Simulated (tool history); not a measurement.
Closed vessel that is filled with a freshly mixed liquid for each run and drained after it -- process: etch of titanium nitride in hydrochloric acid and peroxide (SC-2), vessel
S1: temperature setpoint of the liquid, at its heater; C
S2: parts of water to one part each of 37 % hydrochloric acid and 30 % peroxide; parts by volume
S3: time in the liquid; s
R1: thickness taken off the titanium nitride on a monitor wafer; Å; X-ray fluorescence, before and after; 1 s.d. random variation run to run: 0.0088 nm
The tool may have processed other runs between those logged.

run	hour	S1	S2	S3	R1
1	0.0	57.0	9	80	19.544
2	7.1	60.5	9	80	24.317
3	10.1	60.5	7	80	29.291
4	10.6	63.0	7	80	34.880
5	18.5	57.0	7	80	23.962
6	23.3	63.5	7	80	35.759
7	28.1	57.5	7	80	24.666
8	31.6	53.0	7	80	18.348
9	32.3	50.0	7	80	14.984

Run 10 is up next; what results do you expect?
# hour 37.4: thermometer replaced
10	37.4	48.0	7	80	?

R1: 15.289 Å
